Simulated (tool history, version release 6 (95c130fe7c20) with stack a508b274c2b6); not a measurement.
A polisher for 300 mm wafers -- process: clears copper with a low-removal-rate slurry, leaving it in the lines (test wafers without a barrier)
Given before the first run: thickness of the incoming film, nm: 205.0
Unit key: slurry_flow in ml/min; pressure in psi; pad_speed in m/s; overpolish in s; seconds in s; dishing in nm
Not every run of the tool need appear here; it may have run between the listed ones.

run  hour  slurry_flow  pressure  pad_speed  slurry_solids  overpolish  seconds  dishing
  1   0.0          230       2.1       1.18            1.0          13   86.532   21.460
  2   8.3          230       2.1       1.30            1.0          13   79.814   23.569
  3  15.7          230       1.9       1.30            1.0          13   87.047   20.899
  4  19.2          230       1.5       1.30            1.0          13  111.050   16.172
  5  27.0          230       1.5       1.30            1.0          14  108.950   17.638
  6  29.4          230       1.5       1.30            1.0          15  111.440   18.845
  7  33.6          225       1.4       1.30            1.0          16  119.010   18.647

Run 8 is up next; what results do you expect?
  8  38.1          220       1.4       1.30            1.0          16        ?        ?

{"run 8": {"seconds": 119.8, "dishing": 18.927}}
